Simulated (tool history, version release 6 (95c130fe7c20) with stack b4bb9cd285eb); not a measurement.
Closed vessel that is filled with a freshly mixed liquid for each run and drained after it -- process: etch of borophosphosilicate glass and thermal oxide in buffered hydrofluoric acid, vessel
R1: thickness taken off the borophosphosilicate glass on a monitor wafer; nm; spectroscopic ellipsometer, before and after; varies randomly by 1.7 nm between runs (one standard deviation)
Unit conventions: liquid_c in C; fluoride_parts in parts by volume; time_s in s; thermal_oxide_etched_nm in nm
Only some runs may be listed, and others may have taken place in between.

run 1 day=0.000 | liquid_c=23.0 fluoride_parts=8.0 time_s=60 | R1=191.81 thermal_oxide_etched_nm=84.816
run 2 day=0.096 | liquid_c=24.5 fluoride_parts=8.0 time_s=60 | R1=211.01 thermal_oxide_etched_nm=91.466
run 3 day=0.242 | liquid_c=24.5 fluoride_parts=8.0 time_s=70 | R1=242.80 thermal_oxide_etched_nm=106.860
run 4 day=0.575 | liquid_c=23.0 fluoride_parts=8.0 time_s=70 | R1=225.68 thermal_oxide_etched_nm=99.761
run 5 day=0.888 | liquid_c=24.0 fluoride_parts=8.0 time_s=70 | R1=238.51 thermal_oxide_etched_nm=104.070
-- day=1.033 thermometer replaced
run 6 day=1.033 | liquid_c=24.5 fluoride_parts=8.0 time_s=70 | R1=228.34 thermal_oxide_etched_nm=99.316
run 7 day=1.158 | liquid_c=25.0 fluoride_parts=7.5 time_s=70 | R1=252.09 thermal_oxide_etched_nm=107.950

Run 8, settings as shown, results not yet in. Your forecast:
run 8 day=1.504 | liquid_c=24.5 fluoride_parts=7.5 time_s=75 | R1=? thermal_oxide_etched_nm=?

Run 8 measured R1 260.52 nm, thermal_oxide_etched_nm 114.370 nm.
